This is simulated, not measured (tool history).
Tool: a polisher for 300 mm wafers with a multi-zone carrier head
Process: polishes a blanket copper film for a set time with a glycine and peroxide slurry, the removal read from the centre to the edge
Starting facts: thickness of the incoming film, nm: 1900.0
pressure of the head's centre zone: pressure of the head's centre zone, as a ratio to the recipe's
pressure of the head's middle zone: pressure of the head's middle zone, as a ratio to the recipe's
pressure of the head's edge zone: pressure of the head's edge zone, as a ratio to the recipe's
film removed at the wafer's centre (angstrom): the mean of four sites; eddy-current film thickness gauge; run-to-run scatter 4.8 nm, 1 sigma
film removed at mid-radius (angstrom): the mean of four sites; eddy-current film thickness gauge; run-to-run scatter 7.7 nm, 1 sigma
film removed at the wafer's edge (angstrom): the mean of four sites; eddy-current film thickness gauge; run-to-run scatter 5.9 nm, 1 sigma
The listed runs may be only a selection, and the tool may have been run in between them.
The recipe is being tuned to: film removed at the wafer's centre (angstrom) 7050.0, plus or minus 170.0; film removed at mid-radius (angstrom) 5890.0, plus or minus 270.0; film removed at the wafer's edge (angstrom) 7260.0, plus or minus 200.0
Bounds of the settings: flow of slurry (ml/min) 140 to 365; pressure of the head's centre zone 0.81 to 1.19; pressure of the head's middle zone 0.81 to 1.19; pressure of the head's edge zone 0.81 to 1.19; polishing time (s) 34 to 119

| run | hour | flow of slurry (ml/min) | pressure of the head's centre zone | pressure of the head's middle zone | pressure of the head's edge zone | polishing time (s) | film removed at the wafer's centre (angstrom) | film removed at mid-radius (angstrom) | film removed at the wafer's edge (angstrom) |
|---|---|---|---|---|---|---|---|---|---|
| 1 | 0.0 | 235 | 1.00 | 1.00 | 1.00 | 76 | 5891.0 | 5320.5 | 5518.7 |
| 2 | 3.4 | 235 | 1.00 | 0.96 | 1.00 | 76 | 5919.4 | 5233.2 | 5513.7 |
| 3 | 9.9 | 235 | 1.00 | 0.96 | 0.93 | 76 | 5887.2 | 5279.3 | 5382.8 |
| 4 | 15.8 | 235 | 0.95 | 0.96 | 0.93 | 76 | 5599.1 | 5265.6 | 5365.4 |
| 5 | 18.4 | 235 | 0.95 | 0.96 | 0.93 | 85 | 6250.2 | 5815.5 | 6069.1 |
| 6 | 20.6 | 235 | 0.99 | 0.96 | 0.93 | 85 | 6566.9 | 5797.0 | 6041.7 |
|  | 21.3 | centre zone pressure recalibrated |
| 7 | 21.3 | 295 | 0.99 | 0.89 | 1.03 | 89 | 6312.7 | 5826.5 | 6769.0 |
| 8 | 26.8 | 295 | 1.09 | 0.85 | 1.08 | 94 | 7421.2 | 5963.5 | 7248.9 |
| 9 | 33.9 | 295 | 1.08 | 0.85 | 1.08 | 94 | 7392.4 | 5803.1 | 7156.2 |

5 next moves are on the table. One of them brings every result within its allowed miss. Which?
| A | 41.0 | 240 | 1.18 | 0.83 | 1.07 | 95 | ? | ? | ? |
| B | 41.0 | 315 | 1.11 | 0.83 | 1.02 | 97 | ? | ? | ? |
| C | 41.0 | 220 | 1.03 | 0.84 | 1.07 | 97 | ? | ? | ? |
| D | 41.0 | 225 | 1.19 | 0.83 | 1.03 | 92 | ? | ? | ? |
| E | 41.0 | 260 | 1.17 | 0.82 | 1.00 | 98 | ? | ? | ? |

| move | film removed at the wafer's centre (angstrom) | film removed at mid-radius (angstrom) | film removed at the wafer's edge (angstrom) |
|---|---|---|---|
| A | 7975.8 | 5666.6 | 7109.7 |
| B | 7824.1 | 5902.2 | 7229.3 |
| C | 7051.5 | 5809.8 | 7223.3 |
| D | 7748.5 | 5461.4 | 6757.9 |
| E | 8210.1 | 5822.8 | 7174.9 |
A: further off than the last run
B: further off than the last run
C: meets every target
D: further off than the last run
E: further off than the last run
C meets every target.
